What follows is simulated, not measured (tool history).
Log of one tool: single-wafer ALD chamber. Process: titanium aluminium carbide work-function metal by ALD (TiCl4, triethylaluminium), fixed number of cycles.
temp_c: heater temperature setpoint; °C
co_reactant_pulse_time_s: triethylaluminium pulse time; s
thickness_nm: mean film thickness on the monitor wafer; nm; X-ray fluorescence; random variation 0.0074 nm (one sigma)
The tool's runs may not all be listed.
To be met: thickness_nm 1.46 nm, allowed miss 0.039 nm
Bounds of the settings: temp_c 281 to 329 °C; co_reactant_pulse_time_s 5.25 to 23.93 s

run 1 day=0 | temp_c=305 co_reactant_pulse_time_s=14.59 | thickness_nm=1.9022
run 2 day=0.362 | temp_c=314 co_reactant_pulse_time_s=14.59 | thickness_nm=1.978
run 3 day=0.383 | temp_c=314 co_reactant_pulse_time_s=16.28 | thickness_nm=2.0181
run 4 day=0.667 | temp_c=310 co_reactant_pulse_time_s=14.82 | thickness_nm=1.9616
run 5 day=1.025 | temp_c=306 co_reactant_pulse_time_s=13.55 | thickness_nm=1.8794
run 6 day=1.267 | temp_c=303 co_reactant_pulse_time_s=12.45 | thickness_nm=1.8292
run 7 day=1.346 | temp_c=300 co_reactant_pulse_time_s=11.5 | thickness_nm=1.7477
run 8 day=1.467 | temp_c=298 co_reactant_pulse_time_s=10.84 | thickness_nm=1.6916
run 9 day=1.521 | temp_c=296 co_reactant_pulse_time_s=10.45 | thickness_nm=1.6547
run 10 day=1.775 | temp_c=284 co_reactant_pulse_time_s=5.78 | thickness_nm=0.78077
run 11 day=1.858 | temp_c=287 co_reactant_pulse_time_s=5.81 | thickness_nm=0.80435
run 12 day=1.988 | temp_c=292 co_reactant_pulse_time_s=5.86 | thickness_nm=0.83718
run 13 day=2.204 | temp_c=294 co_reactant_pulse_time_s=6.43 | thickness_nm=1.0136
run 14 day=2.392 | temp_c=297 co_reactant_pulse_time_s=6.46 | thickness_nm=1.0317
-- day=2.675 triethylaluminium bottle replaced
run 15 day=2.675 | temp_c=300 co_reactant_pulse_time_s=6.51 | thickness_nm=1.4117
run 16 day=2.988 | temp_c=301 co_reactant_pulse_time_s=6.53 | thickness_nm=1.4043
run 17 day=3.012 | temp_c=301 co_reactant_pulse_time_s=6.53 | thickness_nm=1.3992
run 18 day=3.108 | temp_c=302 co_reactant_pulse_time_s=6.54 | thickness_nm=1.4178
run 19 day=3.279 | temp_c=302 co_reactant_pulse_time_s=6.54 | thickness_nm=1.4221
run 20 day=3.492 | temp_c=302 co_reactant_pulse_time_s=6.55 | thickness_nm=1.4056

5 next moves are on the table. One of them brings every result within its allowed miss. Which?
run A day=3.704 | temp_c=315 co_reactant_pulse_time_s=6.07 | thickness_nm=?
run B day=3.704 | temp_c=294 co_reactant_pulse_time_s=6.37 | thickness_nm=?
run C day=3.704 | temp_c=304 co_reactant_pulse_time_s=6.67 | thickness_nm=?
run D day=3.704 | temp_c=288 co_reactant_pulse_time_s=6.67 | thickness_nm=?
run E day=3.704 | temp_c=303 co_reactant_pulse_time_s=6.09 | thickness_nm=?

move=A thickness_nm=1.3389
move=B thickness_nm=1.3264
move=C thickness_nm=1.4587
move=D thickness_nm=1.3713
move=E thickness_nm=1.2872
A: further off than the last run
B: further off than the last run
C: meets every target
D: further off than the last run
E: further off than the last run
Answer: C

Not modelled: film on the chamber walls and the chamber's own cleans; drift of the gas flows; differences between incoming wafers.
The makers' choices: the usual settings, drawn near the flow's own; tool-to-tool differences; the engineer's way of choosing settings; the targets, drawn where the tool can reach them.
